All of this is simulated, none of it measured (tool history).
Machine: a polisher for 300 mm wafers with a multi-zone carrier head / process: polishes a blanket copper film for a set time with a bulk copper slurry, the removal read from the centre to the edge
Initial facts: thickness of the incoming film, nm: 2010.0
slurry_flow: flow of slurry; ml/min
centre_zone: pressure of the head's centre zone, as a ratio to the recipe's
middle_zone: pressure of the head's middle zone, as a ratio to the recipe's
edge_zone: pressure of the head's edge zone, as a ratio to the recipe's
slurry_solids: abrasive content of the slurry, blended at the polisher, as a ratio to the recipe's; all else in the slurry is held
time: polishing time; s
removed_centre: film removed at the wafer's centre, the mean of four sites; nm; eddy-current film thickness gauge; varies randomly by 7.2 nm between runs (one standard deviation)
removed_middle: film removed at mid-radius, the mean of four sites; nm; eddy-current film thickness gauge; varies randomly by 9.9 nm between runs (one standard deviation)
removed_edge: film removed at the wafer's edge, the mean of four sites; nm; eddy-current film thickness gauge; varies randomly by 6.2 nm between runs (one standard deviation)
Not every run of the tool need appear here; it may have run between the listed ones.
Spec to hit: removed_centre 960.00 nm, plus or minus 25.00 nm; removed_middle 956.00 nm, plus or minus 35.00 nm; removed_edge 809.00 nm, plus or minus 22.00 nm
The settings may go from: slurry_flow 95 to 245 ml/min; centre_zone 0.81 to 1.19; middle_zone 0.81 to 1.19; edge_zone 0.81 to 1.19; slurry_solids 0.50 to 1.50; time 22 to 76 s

run	day	slurry_flow	centre_zone	middle_zone	edge_zone	slurry_solids	time	removed_centre	removed_middle	removed_edge
1	0.000	155	1.00	1.00	1.00	1.00	49	717.22	713.77	731.76
2	0.262	170	1.03	1.04	1.00	1.05	49	758.90	749.38	737.72
3	0.483	200	1.03	1.04	1.00	1.05	49	780.04	773.71	753.81
4	0.675	205	1.05	1.07	1.00	1.10	49	807.88	800.08	762.35
5	1.008	205	1.05	1.07	1.00	1.30	49	842.47	833.50	792.79
6	1.150	225	1.05	1.07	1.00	1.30	49	843.45	840.32	793.81
7	1.188	225	1.07	1.09	1.00	1.30	49	847.14	855.61	795.32
8	1.558	225	1.09	1.10	0.99	1.35	49	883.65	874.59	801.09
9	1.883	225	1.10	1.11	0.99	1.35	49	881.81	884.93	800.63

Which of these 5 next moves meets every target?
A	2.208	210	1.01	1.11	1.07	1.35	48	?	?	?
B	2.208	230	1.15	0.99	1.05	1.20	49	?	?	?
C	2.208	245	1.10	1.02	1.01	1.25	52	?	?	?
D	2.208	220	1.15	1.17	0.94	1.50	50	?	?	?
E	2.208	240	1.19	1.02	1.00	1.10	49	?	?	?

move	removed_centre	removed_middle	removed_edge
A	786.69	847.62	811.30
B	893.84	774.00	808.26
C	926.67	856.89	853.85
D	953.10	951.40	815.86
E	911.09	783.03	777.30
A: further off than the last run
B: further off than the last run
C: closes in on the targets versus the last run, not all within tolerance yet
D: each result inside its tolerance
E: further off than the last run
The right move is D.
